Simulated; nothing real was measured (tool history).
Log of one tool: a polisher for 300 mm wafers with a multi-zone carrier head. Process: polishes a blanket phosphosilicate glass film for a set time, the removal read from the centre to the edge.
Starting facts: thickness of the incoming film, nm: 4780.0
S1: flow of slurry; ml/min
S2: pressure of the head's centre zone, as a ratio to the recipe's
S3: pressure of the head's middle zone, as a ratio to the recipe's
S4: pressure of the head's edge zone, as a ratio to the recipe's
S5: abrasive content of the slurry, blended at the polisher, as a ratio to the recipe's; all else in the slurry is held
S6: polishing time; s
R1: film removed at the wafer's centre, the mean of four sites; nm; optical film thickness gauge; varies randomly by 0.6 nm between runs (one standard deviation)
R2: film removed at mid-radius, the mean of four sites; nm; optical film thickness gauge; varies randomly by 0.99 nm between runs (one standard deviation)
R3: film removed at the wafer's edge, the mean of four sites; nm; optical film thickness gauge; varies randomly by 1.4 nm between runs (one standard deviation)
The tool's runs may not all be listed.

{"run": 1, "hour": 0.0, "S1": 315, "S2": 1, "S3": 1, "S4": 1, "S5": 1, "S6": 42, "R1": 216.58, "R2": 217.47, "R3": 214.19}
{"run": 2, "hour": 6.2, "S1": 310, "S2": 0.95, "S3": 0.99, "S4": 0.95, "S5": 0.85, "S6": 36, "R1": 163.48, "R2": 172.32, "R3": 162.3}
{"run": 3, "hour": 10.9, "S1": 310, "S2": 0.95, "S3": 0.99, "S4": 0.95, "S5": 0.65, "S6": 36, "R1": 139.43, "R2": 146.07, "R3": 140}
{"run": 4, "hour": 15.8, "S1": 300, "S2": 0.91, "S3": 0.98, "S4": 0.92, "S5": 0.6, "S6": 34, "R1": 119.32, "R2": 130.91, "R3": 121.55}
{"run": 5, "hour": 21.4, "S1": 365, "S2": 0.91, "S3": 0.98, "S4": 0.92, "S5": 0.6, "S6": 34, "R1": 121.79, "R2": 132.49, "R3": 123.99}
{"run": 6, "hour": 23.0, "S1": 365, "S2": 0.91, "S3": 0.98, "S4": 0.92, "S5": 0.5, "S6": 34, "R1": 106.06, "R2": 117.15, "R3": 111.39}

Estimate the outcome of run 7 from the log above:
{"run": 7, "hour": 26.2, "S1": 365, "S2": 0.89, "S3": 0.97, "S4": 0.9, "S5": 0.5, "S6": 34, "R1": "?", "R2": "?", "R3": "?"}

R1: 105.93 nm
R2: 115.96 nm
R3: 109.9 nm
